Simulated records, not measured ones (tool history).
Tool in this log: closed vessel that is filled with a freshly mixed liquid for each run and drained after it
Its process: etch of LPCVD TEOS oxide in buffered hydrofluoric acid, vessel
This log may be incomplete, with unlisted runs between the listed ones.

| run | hour | temperature setpoint of the liquid (C) | parts of 40 % ammonium fluoride to one part of 49 % hydrofluoric acid (parts by volume) | time in the liquid (s) | thickness taken off the LPCVD TEOS oxide on a monitor wafer (nm) |
|---|---|---|---|---|---|
| 1 | 0 | 23 | 16 | 105 | 106.62 |
| 2 | 3.3 | 25 | 15.5 | 105 | 123.36 |
| 3 | 10.9 | 26.5 | 15.5 | 105 | 131.12 |
| 4 | 18.9 | 27.5 | 15 | 105 | 143.77 |
| 5 | 24 | 27.5 | 11 | 105 | 191.64 |
| 6 | 26.7 | 27.5 | 11 | 110 | 202.96 |

Forecast run 7:
| 7 | 33.7 | 27 | 11 | 110 | ? |

thickness taken off the LPCVD TEOS oxide on a monitor wafer (nm): 200.09
